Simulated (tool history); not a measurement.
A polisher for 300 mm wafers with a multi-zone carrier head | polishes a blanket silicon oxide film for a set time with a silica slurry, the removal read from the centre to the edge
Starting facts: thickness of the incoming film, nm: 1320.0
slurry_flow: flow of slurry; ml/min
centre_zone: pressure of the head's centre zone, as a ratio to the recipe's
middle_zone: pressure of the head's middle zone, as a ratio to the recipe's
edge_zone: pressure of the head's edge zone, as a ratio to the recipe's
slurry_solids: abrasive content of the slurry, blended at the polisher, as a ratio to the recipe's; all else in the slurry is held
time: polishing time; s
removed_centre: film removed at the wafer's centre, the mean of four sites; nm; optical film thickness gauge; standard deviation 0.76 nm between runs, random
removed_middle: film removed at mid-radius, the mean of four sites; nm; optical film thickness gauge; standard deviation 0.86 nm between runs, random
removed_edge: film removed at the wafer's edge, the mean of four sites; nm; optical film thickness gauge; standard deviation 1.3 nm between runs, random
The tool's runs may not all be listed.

run	hour	slurry_flow	centre_zone	middle_zone	edge_zone	slurry_solids	time	removed_centre	removed_middle	removed_edge
1	0	300	1	1	1	1	43	94.709	97.402	95.538
2	7.5	300	1	1	1	1.2	43	102.37	103.62	103.2
3	15.9	300	1	0.95	1	1.2	43	101.83	100.59	103.1
4	23.9	300	1	0.9	1	1.2	43	101.23	96.402	102.34
5	27	300	1	0.9	1	1.35	43	105.58	99.07	105.74
6	35.8	295	0.98	0.88	0.99	1.25	43	101.71	94.421	104.48
7	37.5	300	0.88	0.92	0.95	1	41	82.77	86.127	87.558
8	42.7	295	0.88	0.91	0.97	1	41	82.886	86.506	86.715

What will run 9 give?
9	48.4	300	0.87	0.89	1	1.05	41	?	?	?

Logged for run 9: removed_centre 83.609 nm, removed_middle 85.416 nm, removed_edge 91.504 nm.
